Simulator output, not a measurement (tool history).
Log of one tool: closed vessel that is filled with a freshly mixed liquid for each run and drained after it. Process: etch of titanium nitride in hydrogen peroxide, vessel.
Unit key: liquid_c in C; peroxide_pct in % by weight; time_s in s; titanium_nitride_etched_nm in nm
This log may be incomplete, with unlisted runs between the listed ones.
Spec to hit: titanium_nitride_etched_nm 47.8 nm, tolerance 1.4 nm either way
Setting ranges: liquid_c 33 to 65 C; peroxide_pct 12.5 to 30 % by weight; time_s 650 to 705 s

run	hour	liquid_c	peroxide_pct	time_s	titanium_nitride_etched_nm
1	0	49	23.5	650	20.539
2	8.2	53	23.5	650	27.322
3	9.4	55.5	23.5	650	32.772
4	11.5	57.5	23.5	650	37.68
# hour 15.5: peroxide flow meter replaced
5	15.5	57.5	23.5	650	37.237
6	17.3	58.5	23.5	650	39.196
7	26.7	59.5	23.5	650	41.728
8	32.9	60	23.5	650	44.307
9	40.9	60.5	23.5	650	45.838

5 next moves are on the table. One of them brings every result within its allowed miss. Which?
A	48.9	59.5	21.5	705	?
B	48.9	59.5	26	680	?
C	48.9	60	24	665	?
D	48.9	59.5	23	660	?
E	48.9	61	22.5	670	?

move	titanium_nitride_etched_nm
A	44.469
B	44.699
C	44.443
D	42.241
E	47.251
A: lands further from the targets than the last run did
B: lands further from the targets than the last run did
C: lands further from the targets than the last run did
D: lands further from the targets than the last run did
E: all results land within tolerance of their targets
The right move is E.

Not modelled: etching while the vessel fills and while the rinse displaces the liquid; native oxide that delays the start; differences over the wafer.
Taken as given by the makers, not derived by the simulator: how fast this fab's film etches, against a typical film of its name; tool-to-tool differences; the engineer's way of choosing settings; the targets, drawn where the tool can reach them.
